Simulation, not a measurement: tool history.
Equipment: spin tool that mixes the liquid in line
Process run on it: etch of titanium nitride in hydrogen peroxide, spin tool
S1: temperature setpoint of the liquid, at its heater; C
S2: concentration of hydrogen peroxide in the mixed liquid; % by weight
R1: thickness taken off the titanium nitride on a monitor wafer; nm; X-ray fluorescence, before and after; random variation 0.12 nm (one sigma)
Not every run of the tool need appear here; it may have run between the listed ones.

Run 1, hour 0: S1 54 C, S2 18 % by weight, time under the liquid (s) 280. Result: R1 9.0842 nm.
Run 2, hour 8.5: S1 56 C, S2 18 % by weight, time under the liquid (s) 280. Result: R1 10.583 nm.
Run 3, hour 9.7: S1 51.5 C, S2 18 % by weight, time under the liquid (s) 280. Result: R1 7.5197 nm.
Run 4, hour 12.9: S1 54 C, S2 18 % by weight, time under the liquid (s) 280. Result: R1 9.1733 nm.
Run 5, hour 19: S1 57 C, S2 18 % by weight, time under the liquid (s) 280. Result: R1 11.196 nm.
Run 6, hour 25.8: S1 57 C, S2 18 % by weight, time under the liquid (s) 305. Result: R1 12.145 nm.

The next listed run, before its measurement:
Run 7, hour 34: S1 57.5 C, S2 18 % by weight, time under the liquid (s) 305. Result: R1 ?.

{"run 7": {"R1": 12.643}}
